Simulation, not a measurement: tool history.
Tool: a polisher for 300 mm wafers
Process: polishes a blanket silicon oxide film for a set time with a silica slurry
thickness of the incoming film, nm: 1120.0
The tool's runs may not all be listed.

run,day,flow of slurry (ml/min),pressure of the wafer on the pad (kPa),speed of the pad under the wafer (cm/s),abrasive content of the slurry,polishing time (s),film removed (Å)
1,0,230,25.5,154,1,49,1777.7
2,0.025,230,25.5,154,1.2,49,1896.8
3,0.383,230,22.1,150,1.2,49,1574.9
4,0.421,230,20,148,1.2,49,1438.1
5,0.725,230,17.9,146,1.2,49,1265.1
6,1,285,17.9,146,1.2,49,1330.8
7,1.208,270,11.7,142,1.2,49,825.21
8,1.5,270,12.4,142,1.2,49,896.27
9,1.8,270,13.1,142,1.2,49,957.96
10,2.167,275,13.8,142,1.2,49,996.47
11,2.3,280,13.8,142,1.2,49,1008.3
12,2.417,285,13.8,142,1.2,49,1011

Forecast run 13:
13,2.483,285,13.8,142,1.2,49,?

film removed (Å): 992.29

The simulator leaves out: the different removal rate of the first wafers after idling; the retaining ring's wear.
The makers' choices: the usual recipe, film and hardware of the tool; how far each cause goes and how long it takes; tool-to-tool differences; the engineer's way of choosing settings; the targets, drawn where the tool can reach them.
